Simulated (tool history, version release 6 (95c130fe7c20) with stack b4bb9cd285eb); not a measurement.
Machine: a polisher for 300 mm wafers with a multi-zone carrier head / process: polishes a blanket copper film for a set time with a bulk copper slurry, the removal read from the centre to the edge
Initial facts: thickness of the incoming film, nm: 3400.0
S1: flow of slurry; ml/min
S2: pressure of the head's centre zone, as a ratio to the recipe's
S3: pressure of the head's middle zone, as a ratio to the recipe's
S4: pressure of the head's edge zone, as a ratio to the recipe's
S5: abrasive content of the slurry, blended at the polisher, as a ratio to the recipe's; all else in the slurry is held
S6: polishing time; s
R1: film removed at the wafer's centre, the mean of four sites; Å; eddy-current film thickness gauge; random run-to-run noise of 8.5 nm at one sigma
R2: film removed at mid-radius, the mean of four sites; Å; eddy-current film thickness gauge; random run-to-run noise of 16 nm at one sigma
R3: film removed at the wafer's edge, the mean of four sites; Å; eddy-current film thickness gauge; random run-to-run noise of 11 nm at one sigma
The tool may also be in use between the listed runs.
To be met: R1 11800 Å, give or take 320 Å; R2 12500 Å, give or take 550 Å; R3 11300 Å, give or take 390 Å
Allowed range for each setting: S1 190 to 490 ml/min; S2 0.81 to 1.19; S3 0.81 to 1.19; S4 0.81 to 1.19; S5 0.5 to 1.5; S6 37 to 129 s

run	hour	S1	S2	S3	S4	S5	S6	R1	R2	R3
1	0	315	1	1	1	1	83	7823.1	7636	7578
2	8.5	315	1	1	1	1	69	6432.3	6438.9	6318.5
3	9.5	315	1	1.08	1	1	69	6487.6	6661.6	6285.6
4	15.5	330	1	1.11	1.01	1.15	80	7637.8	8095.6	7545.4
5	20.4	330	1.05	1.11	1.01	1.15	80	8069	8250.8	7464.5
6	25.9	340	1.06	1.13	1.05	1.25	87	8990.6	9273.5	8468
7	28.6	345	1.07	1.15	1.07	1.35	92	9857.4	10318	9218.9
8	29.3	350	1.08	1.16	1.1	1.4	95	10244	10749	9794.6
9	37.5	355	1.09	1.17	1.11	1.45	98	10714	11080	10319
10	43.4	355	1.09	1.17	1.11	1.45	98	10657	11200	10180
11	49.3	355	1.09	1.18	1.12	1.45	100	11050	11518	10487
12	50.7	360	1.09	1.18	1.12	1.45	102	11237	11672	10758
13	54.2	360	1.09	1.18	1.11	1.45	103	11239	11736	10746

Exercise: of the 4 proposed moves below, exactly one satisfies all targets within the stated allowed misses. Which move is it?
A	57.7	375	1.05	1.08	1.16	1.45	105	?	?	?
B	57.7	380	1.06	0.96	1.15	1.5	116	?	?	?
C	57.7	360	1.1	1.19	1.16	1.5	106	?	?	?
D	57.7	260	1.12	1.18	1.08	1.35	114	?	?	?

move	R1	R2	R3
A	11143	11294	11314
B	12511	11381	12559
C	11808	12432	11452
D	12195	12573	11347
A: the biggest miss grows against the last run
B: takes the biggest miss from the last run beyond its target
C: meets every target
D: takes the biggest miss from the last run beyond its target
Correct choice: C, which meets every target
